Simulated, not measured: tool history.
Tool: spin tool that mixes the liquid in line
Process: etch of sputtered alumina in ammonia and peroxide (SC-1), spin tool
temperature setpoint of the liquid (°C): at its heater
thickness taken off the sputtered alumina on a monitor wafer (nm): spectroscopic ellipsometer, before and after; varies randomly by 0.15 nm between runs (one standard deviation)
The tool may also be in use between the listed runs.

run	hour	temperature setpoint of the liquid (°C)	parts of 29 % ammonia solution to one part of 30 % peroxide (parts by volume)	time under the liquid (s)	thickness taken off the sputtered alumina on a monitor wafer (nm)
1	0.0	58.0	0.45	325	33.745
2	4.3	55.5	0.45	325	29.624
3	11.5	54.0	0.45	325	27.440
4	20.1	47.5	0.45	325	19.264
5	24.2	53.0	0.45	325	25.954
6	30.5	52.0	0.45	325	24.882

Expected results for the next run?
7	35.0	51.0	0.45	325	?

{"run 7": {"thickness taken off the sputtered alumina on a monitor wafer (nm)": 23.388}}
